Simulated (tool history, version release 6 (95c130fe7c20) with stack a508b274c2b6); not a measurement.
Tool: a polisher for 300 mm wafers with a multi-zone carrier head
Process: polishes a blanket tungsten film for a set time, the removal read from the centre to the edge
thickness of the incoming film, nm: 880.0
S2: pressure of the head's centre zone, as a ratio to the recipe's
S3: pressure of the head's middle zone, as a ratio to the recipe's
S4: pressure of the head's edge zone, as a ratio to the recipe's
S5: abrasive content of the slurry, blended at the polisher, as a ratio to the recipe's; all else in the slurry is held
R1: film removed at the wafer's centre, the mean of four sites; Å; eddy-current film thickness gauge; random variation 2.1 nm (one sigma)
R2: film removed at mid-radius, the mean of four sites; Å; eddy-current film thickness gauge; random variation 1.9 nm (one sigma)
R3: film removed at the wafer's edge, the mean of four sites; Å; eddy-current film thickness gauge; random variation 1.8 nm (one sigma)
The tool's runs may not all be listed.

{"run": 1, "hour": 0.0, "flow of slurry (ml/min)": 300, "S2": 1.0, "S3": 1.0, "S4": 1.0, "S5": 1.0, "polishing time (s)": 50, "R1": 2098.3, "R2": 2140.9, "R3": 2128.9}
{"run": 2, "hour": 7.4, "flow of slurry (ml/min)": 270, "S2": 1.0, "S3": 1.0, "S4": 1.0, "S5": 1.0, "polishing time (s)": 50, "R1": 2076.2, "R2": 2117.6, "R3": 2033.9}
{"run": 3, "hour": 11.6, "flow of slurry (ml/min)": 270, "S2": 1.0, "S3": 1.07, "S4": 1.0, "S5": 1.0, "polishing time (s)": 50, "R1": 2087.0, "R2": 2218.2, "R3": 2125.8}
{"run": 4, "hour": 15.0, "flow of slurry (ml/min)": 270, "S2": 1.0, "S3": 1.07, "S4": 1.0, "S5": 1.0, "polishing time (s)": 43, "R1": 1806.5, "R2": 1899.4, "R3": 1818.7}
{"run": 5, "hour": 23.8, "flow of slurry (ml/min)": 270, "S2": 1.0, "S3": 1.02, "S4": 1.01, "S5": 0.85, "polishing time (s)": 41, "R1": 1591.1, "R2": 1607.5, "R3": 1641.6}
{"run": 6, "hour": 31.9, "flow of slurry (ml/min)": 270, "S2": 1.0, "S3": 0.99, "S4": 1.01, "S5": 0.85, "polishing time (s)": 41, "R1": 1639.1, "R2": 1601.5, "R3": 1649.3}
{"run": 7, "hour": 36.3, "flow of slurry (ml/min)": 260, "S2": 1.0, "S3": 0.97, "S4": 0.99, "S5": 0.75, "polishing time (s)": 41, "R1": 1508.2, "R2": 1518.4, "R3": 1552.8}
{"run": 8, "hour": 41.6, "flow of slurry (ml/min)": 255, "S2": 1.02, "S3": 0.94, "S4": 0.98, "S5": 0.7, "polishing time (s)": 41, "R1": 1530.0, "R2": 1390.5, "R3": 1505.5}

Forecast run 9:
{"run": 9, "hour": 44.8, "flow of slurry (ml/min)": 250, "S2": 1.02, "S3": 0.93, "S4": 0.96, "S5": 0.7, "polishing time (s)": 41, "R1": "?", "R2": "?", "R3": "?"}

Run 9 gave R1 1513.9 Å, R2 1439.1 Å, R3 1480.6 Å.
